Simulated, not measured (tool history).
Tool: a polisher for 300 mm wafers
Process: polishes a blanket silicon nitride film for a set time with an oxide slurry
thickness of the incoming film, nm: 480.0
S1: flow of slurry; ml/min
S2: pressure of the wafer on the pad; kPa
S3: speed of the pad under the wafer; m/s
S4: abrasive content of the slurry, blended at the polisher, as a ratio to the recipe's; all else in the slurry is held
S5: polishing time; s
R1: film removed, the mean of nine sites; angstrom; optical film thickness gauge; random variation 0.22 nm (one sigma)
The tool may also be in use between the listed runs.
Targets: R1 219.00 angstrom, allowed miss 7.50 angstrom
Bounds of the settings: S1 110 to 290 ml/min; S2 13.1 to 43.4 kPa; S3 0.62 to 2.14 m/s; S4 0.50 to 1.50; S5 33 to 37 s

| run | hour | S1 | S2 | S3 | S4 | S5 | R1 |
|---|---|---|---|---|---|---|---|
| 1 | 0.0 | 185 | 28.3 | 1.38 | 1.00 | 37 | 381.80 |
| 2 | 2.0 | 185 | 25.5 | 1.38 | 1.00 | 37 | 344.70 |
| 3 | 7.9 | 185 | 25.5 | 1.38 | 0.85 | 37 | 309.72 |
| 4 | 11.7 | 185 | 25.5 | 1.38 | 1.05 | 37 | 353.78 |
| 5 | 15.2 | 185 | 22.8 | 1.38 | 1.05 | 37 | 317.53 |
| 6 | 18.8 | 185 | 22.8 | 1.38 | 1.05 | 37 | 317.88 |
| 7 | 24.1 | 185 | 20.7 | 1.38 | 1.05 | 37 | 285.09 |
| 8 | 32.9 | 185 | 19.3 | 1.38 | 1.05 | 37 | 263.44 |
| 9 | 40.1 | 185 | 18.6 | 1.38 | 1.05 | 37 | 259.17 |
| 10 | 42.2 | 185 | 17.9 | 1.38 | 1.05 | 37 | 255.33 |
| 11 | 47.5 | 185 | 17.2 | 1.38 | 1.05 | 37 | 243.90 |
| 12 | 48.3 | 185 | 16.5 | 1.38 | 1.05 | 37 | 233.39 |

Which of these 5 next moves meets every target?
| A | 49.1 | 165 | 14.5 | 1.66 | 1.00 | 33 | ? |
| B | 49.1 | 130 | 16.5 | 1.40 | 1.00 | 33 | ? |
| C | 49.1 | 165 | 14.5 | 1.60 | 1.25 | 36 | ? |
| D | 49.1 | 135 | 15.2 | 1.58 | 1.40 | 36 | ? |
| E | 49.1 | 215 | 13.1 | 1.70 | 1.10 | 37 | ? |

| move | R1 |
|---|---|
| A | 192.43 |
| B | 192.39 |
| C | 231.47 |
| D | 248.02 |
| E | 215.61 |
A: takes the result that was furthest off past its target
B: takes the result that was furthest off past its target
C: nearer than the last run, and not there yet
D: further off than the last run
E: meets every target
Answer: E
